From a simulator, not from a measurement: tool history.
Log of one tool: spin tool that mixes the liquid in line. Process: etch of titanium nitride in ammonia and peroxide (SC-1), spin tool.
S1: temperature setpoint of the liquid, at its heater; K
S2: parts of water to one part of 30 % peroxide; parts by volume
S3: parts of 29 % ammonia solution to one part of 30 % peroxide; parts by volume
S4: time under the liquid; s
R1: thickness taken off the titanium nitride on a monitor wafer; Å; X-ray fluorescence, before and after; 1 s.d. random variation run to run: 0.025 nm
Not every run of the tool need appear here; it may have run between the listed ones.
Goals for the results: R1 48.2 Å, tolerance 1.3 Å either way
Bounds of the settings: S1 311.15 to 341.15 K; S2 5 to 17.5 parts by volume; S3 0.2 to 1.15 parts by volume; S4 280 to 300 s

Run 1, hour 0: S1 325.15 K, S2 9.5 parts by volume, S3 0.65 parts by volume, S4 280 s. Result: R1 131.08 Å.
Run 2, hour 3: S1 325.15 K, S2 12.5 parts by volume, S3 0.65 parts by volume, S4 280 s. Result: R1 113.19 Å.
Run 3, hour 8.4: S1 321.65 K, S2 12.5 parts by volume, S3 0.65 parts by volume, S4 280 s. Result: R1 89.391 Å.
Run 4, hour 15.9: S1 319.15 K, S2 12.5 parts by volume, S3 0.65 parts by volume, S4 280 s. Result: R1 74.142 Å.
Run 5, hour 24.4: S1 319.15 K, S2 12.5 parts by volume, S3 0.65 parts by volume, S4 280 s. Result: R1 75.078 Å.
Run 6, hour 25.9: S1 314.65 K, S2 12.5 parts by volume, S3 0.65 parts by volume, S4 280 s. Result: R1 54.011 Å.
Run 7, hour 33.1: S1 314.15 K, S2 12.5 parts by volume, S3 0.65 parts by volume, S4 280 s. Result: R1 52.028 Å.
At hour 36.4: new drum of ammonia solution connected.
Run 8, hour 36.4: S1 313.65 K, S2 12.5 parts by volume, S3 0.65 parts by volume, S4 280 s. Result: R1 50.735 Å.

Consider the 4 candidate settings below. Which is the only one whose results all fall within their allowed miss of target?
Run A, hour 39.7: S1 312.65 K, S2 14.5 parts by volume, S3 0.8 parts by volume, S4 300 s. Result: R1 ?.
Run B, hour 39.7: S1 314.15 K, S2 11.5 parts by volume, S3 0.7 parts by volume, S4 280 s. Result: R1 ?.
Run C, hour 39.7: S1 314.15 K, S2 13.5 parts by volume, S3 0.6 parts by volume, S4 300 s. Result: R1 ?.
Run D, hour 39.7: S1 313.65 K, S2 12.5 parts by volume, S3 0.65 parts by volume, S4 300 s. Result: R1 ?.

move      R1
   A  48.282
   B  55.649
   C  53.332
   D  54.305
A: all results land within tolerance of their targets
B: lands further from the targets than the last run did
C: lands further from the targets than the last run did
D: lands further from the targets than the last run did
A meets every target.
